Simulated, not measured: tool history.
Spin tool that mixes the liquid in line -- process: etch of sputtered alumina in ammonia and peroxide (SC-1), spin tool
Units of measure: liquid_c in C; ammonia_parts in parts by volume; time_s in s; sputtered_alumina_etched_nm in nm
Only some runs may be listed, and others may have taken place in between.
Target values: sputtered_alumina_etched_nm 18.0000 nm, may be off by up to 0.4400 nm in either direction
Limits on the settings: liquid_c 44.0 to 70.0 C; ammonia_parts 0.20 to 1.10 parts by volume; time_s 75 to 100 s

| run | hour | liquid_c | ammonia_parts | time_s | sputtered_alumina_etched_nm |
|---|---|---|---|---|---|
| 1 | 0.0 | 60.0 | 0.60 | 100 | 11.8300 |
| 2 | 7.7 | 62.5 | 0.60 | 100 | 13.5660 |
| 3 | 16.6 | 62.5 | 0.50 | 100 | 13.1960 |
| 4 | 19.5 | 59.0 | 0.50 | 100 | 10.9940 |
| 5 | 24.9 | 53.0 | 0.50 | 100 | 8.0531 |
| 6 | 26.9 | 57.5 | 0.50 | 100 | 10.2340 |
| 7 | 29.8 | 60.5 | 0.50 | 100 | 11.9580 |
| 8 | 34.8 | 62.5 | 0.50 | 100 | 13.2300 |
| 9 | 42.2 | 64.0 | 0.50 | 100 | 14.2410 |
| 10 | 50.0 | 65.5 | 0.50 | 100 | 15.4000 |
| 11 | 57.3 | 66.5 | 0.50 | 100 | 16.1140 |

Consider the 4 candidate settings below. Which is the only one whose results all fall within their allowed miss of target?
| A | 64.6 | 68.5 | 0.50 | 100 | ? |
| B | 64.6 | 65.5 | 0.45 | 100 | ? |
| C | 64.6 | 69.5 | 0.45 | 75 | ? |
| D | 64.6 | 68.0 | 0.45 | 100 | ? |

| move | sputtered_alumina_etched_nm |
|---|---|
| A | 17.8140 |
| B | 15.2280 |
| C | 13.8830 |
| D | 17.2150 |
A: in spec on every target
B: misses by more than the last run did
C: misses by more than the last run did
D: closes in on the targets versus the last run, not all within tolerance yet
Answer: A

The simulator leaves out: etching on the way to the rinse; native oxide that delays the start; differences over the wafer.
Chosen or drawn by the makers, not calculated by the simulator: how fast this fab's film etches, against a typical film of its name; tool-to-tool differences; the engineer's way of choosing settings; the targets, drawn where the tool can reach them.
